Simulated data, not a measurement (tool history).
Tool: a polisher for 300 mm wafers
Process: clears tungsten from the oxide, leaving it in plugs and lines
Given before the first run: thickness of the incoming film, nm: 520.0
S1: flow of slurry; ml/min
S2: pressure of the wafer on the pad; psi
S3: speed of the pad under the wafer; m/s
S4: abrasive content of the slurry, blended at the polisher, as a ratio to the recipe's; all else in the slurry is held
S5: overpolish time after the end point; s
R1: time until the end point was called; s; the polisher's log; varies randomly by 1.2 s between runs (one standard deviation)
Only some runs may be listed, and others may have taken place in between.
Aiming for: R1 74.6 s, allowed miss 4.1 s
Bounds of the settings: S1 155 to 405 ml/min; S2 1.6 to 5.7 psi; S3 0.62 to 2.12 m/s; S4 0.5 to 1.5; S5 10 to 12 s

{"run": 1, "hour": 0.0, "S1": 260, "S2": 3.6, "S3": 1.36, "S4": 1, "S5": 12, "R1": 112.79}
{"run": 2, "hour": 7.2, "S1": 290, "S2": 3.6, "S3": 1.36, "S4": 1, "S5": 12, "R1": 108.87}
{"run": 3, "hour": 14.9, "S1": 290, "S2": 3.6, "S3": 1.36, "S4": 1, "S5": 10, "R1": 112.5}
{"run": 4, "hour": 21.0, "S1": 290, "S2": 3.8, "S3": 1.36, "S4": 1, "S5": 10, "R1": 106.72}
{"run": 5, "hour": 22.2, "S1": 290, "S2": 3.8, "S3": 1.1, "S4": 1, "S5": 10, "R1": 125.86}
{"run": 6, "hour": 29.4, "S1": 290, "S2": 3.8, "S3": 1.1, "S4": 1.15, "S5": 10, "R1": 121.28}
{"run": 7, "hour": 30.4, "S1": 290, "S2": 4, "S3": 1.1, "S4": 1.15, "S5": 10, "R1": 116.86}
{"run": 8, "hour": 31.3, "S1": 290, "S2": 5, "S3": 1.18, "S4": 1.15, "S5": 10, "R1": 87.444}

Consider the 5 candidate settings below. Which is the only one whose results all fall within their allowed miss of target?
{"run": "A", "hour": 32.2, "S1": 195, "S2": 4.9, "S3": 1.16, "S4": 1.4, "S5": 12, "R1": "?"}
{"run": "B", "hour": 32.2, "S1": 210, "S2": 4.4, "S3": 1.12, "S4": 1.25, "S5": 12, "R1": "?"}
{"run": "C", "hour": 32.2, "S1": 310, "S2": 4.9, "S3": 1.12, "S4": 1.25, "S5": 12, "R1": "?"}
{"run": "D", "hour": 32.2, "S1": 285, "S2": 5.2, "S3": 1.36, "S4": 1.1, "S5": 12, "R1": "?"}
{"run": "E", "hour": 32.2, "S1": 195, "S2": 5.1, "S3": 1.16, "S4": 1, "S5": 10, "R1": "?"}

move=A R1=94.568
move=B R1=108.99
move=C R1=93.71
move=D R1=76.84
move=E R1=95.736
A: moves away from the targets compared with the last run
B: moves away from the targets compared with the last run
C: moves away from the targets compared with the last run
D: hits every target within its allowed miss
E: moves away from the targets compared with the last run
So the answer is move D, the one that meets all the targets.

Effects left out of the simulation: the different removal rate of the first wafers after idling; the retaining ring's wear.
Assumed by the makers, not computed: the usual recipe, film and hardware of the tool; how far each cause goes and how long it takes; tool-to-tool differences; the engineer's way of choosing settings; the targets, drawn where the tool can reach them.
